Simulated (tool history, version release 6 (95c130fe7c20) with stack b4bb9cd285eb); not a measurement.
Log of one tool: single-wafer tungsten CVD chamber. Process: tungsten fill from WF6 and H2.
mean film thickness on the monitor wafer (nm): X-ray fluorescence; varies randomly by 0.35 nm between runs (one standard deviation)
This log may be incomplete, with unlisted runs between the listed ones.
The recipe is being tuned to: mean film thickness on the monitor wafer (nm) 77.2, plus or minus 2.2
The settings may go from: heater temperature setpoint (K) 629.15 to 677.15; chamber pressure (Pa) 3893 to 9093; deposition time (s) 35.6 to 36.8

run,day,heater temperature setpoint (K),chamber pressure (Pa),deposition time (s),mean film thickness on the monitor wafer (nm)
1,0,653.15,6493,35.6,95.295
2,0.367,646.15,6493,35.6,83.514
3,0.621,646.15,6493,35.6,83.805
4,0.733,645.15,6479,35.6,83.186
5,1,644.15,6466,35.6,81.163
6,1.125,654.15,6466,35.6,96.637
7,1.208,650.15,6413,35.6,88.982
8,1.4,647.15,6386,35.6,84.859
9,1.75,645.15,6359,35.6,81.942
10,2.008,644.15,6346,35.6,80.056

Exactly one of the 5 candidate moves below puts every result within its allowed miss. Which one?
A,2.267,644.15,5973,35.6,?
B,2.267,648.15,5760,35.6,?
C,2.267,643.15,6919,36.8,?
D,2.267,646.15,6146,36.8,?
E,2.267,649.15,5600,36.6,?

move,mean film thickness on the monitor wafer (nm)
A,77.864
B,82.345
C,84.562
D,84.595
E,85.082
A: all results in spec
B: moves away from the targets compared with the last run
C: moves away from the targets compared with the last run
D: moves away from the targets compared with the last run
E: moves away from the targets compared with the last run
Move A is the one to make.
